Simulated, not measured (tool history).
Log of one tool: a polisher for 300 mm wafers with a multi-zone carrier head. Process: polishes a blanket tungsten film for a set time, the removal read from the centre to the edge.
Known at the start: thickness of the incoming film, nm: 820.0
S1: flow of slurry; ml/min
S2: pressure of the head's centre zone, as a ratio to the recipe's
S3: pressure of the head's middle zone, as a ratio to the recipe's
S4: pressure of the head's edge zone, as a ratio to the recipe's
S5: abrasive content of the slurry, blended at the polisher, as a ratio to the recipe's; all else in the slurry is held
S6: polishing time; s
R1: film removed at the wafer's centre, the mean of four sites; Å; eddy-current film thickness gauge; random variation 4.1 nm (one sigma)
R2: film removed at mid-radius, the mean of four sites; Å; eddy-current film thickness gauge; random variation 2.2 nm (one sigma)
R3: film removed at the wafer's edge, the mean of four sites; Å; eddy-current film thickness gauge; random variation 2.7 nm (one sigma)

{"run": 1, "hour": 0.0, "S1": 260, "S2": 1, "S3": 1, "S4": 1, "S5": 1, "S6": 50, "R1": 2517.9, "R2": 2486.4, "R3": 2397.3}
{"run": 2, "hour": 8.0, "S1": 260, "S2": 1.04, "S3": 1, "S4": 1, "S5": 1, "S6": 50, "R1": 2551.9, "R2": 2443.4, "R3": 2395.7}
{"run": 3, "hour": 10.3, "S1": 260, "S2": 1.04, "S3": 1, "S4": 0.95, "S5": 1, "S6": 50, "R1": 2587.1, "R2": 2455.1, "R3": 2374.7}
{"run": 4, "hour": 18.9, "S1": 235, "S2": 1.04, "S3": 1, "S4": 0.95, "S5": 1, "S6": 50, "R1": 2477.2, "R2": 2453.3, "R3": 2349.4}
{"run": 5, "hour": 20.3, "S1": 235, "S2": 1.04, "S3": 1, "S4": 0.98, "S5": 1.1, "S6": 52, "R1": 2669.9, "R2": 2597.4, "R3": 2460.9}
{"run": 6, "hour": 27.6, "S1": 235, "S2": 1.04, "S3": 1.07, "S4": 0.98, "S5": 1.1, "S6": 52, "R1": 2664, "R2": 2762.3, "R3": 2472.9}
{"run": 7, "hour": 33.0, "S1": 245, "S2": 1.02, "S3": 1.05, "S4": 1.02, "S5": 1.15, "S6": 54, "R1": 2784.2, "R2": 2811.5, "R3": 2685.1}
{"run": 8, "hour": 40.1, "S1": 265, "S2": 1.02, "S3": 1.07, "S4": 1.05, "S5": 1.2, "S6": 54, "R1": 2854, "R2": 2942.8, "R3": 2785}
{"run": 9, "hour": 46.3, "S1": 285, "S2": 1.03, "S3": 1.07, "S4": 1.08, "S5": 1.25, "S6": 54, "R1": 2930.9, "R2": 3009.3, "R3": 2866}
{"run": 10, "hour": 54.9, "S1": 295, "S2": 1.04, "S3": 1.07, "S4": 1.1, "S5": 1.3, "S6": 54, "R1": 2961.9, "R2": 3012.8, "R3": 2911.2}
{"run": 11, "hour": 55.5, "S1": 305, "S2": 1.05, "S3": 1.07, "S4": 1.12, "S5": 1.35, "S6": 54, "R1": 2984.7, "R2": 3086.1, "R3": 2939.5}
{"run": 12, "hour": 58.7, "S1": 305, "S2": 1.06, "S3": 1.06, "S4": 1.13, "S5": 1.35, "S6": 55, "R1": 3056, "R2": 3098, "R3": 3036.8}

The next listed run, before its measurement:
{"run": 13, "hour": 64.5, "S1": 310, "S2": 1.07, "S3": 1.06, "S4": 1.14, "S5": 1.4, "S6": 55, "R1": "?", "R2": "?", "R3": "?"}

{"run 13": {"R1": 3136.4, "R2": 3131.5, "R3": 3056.6}}

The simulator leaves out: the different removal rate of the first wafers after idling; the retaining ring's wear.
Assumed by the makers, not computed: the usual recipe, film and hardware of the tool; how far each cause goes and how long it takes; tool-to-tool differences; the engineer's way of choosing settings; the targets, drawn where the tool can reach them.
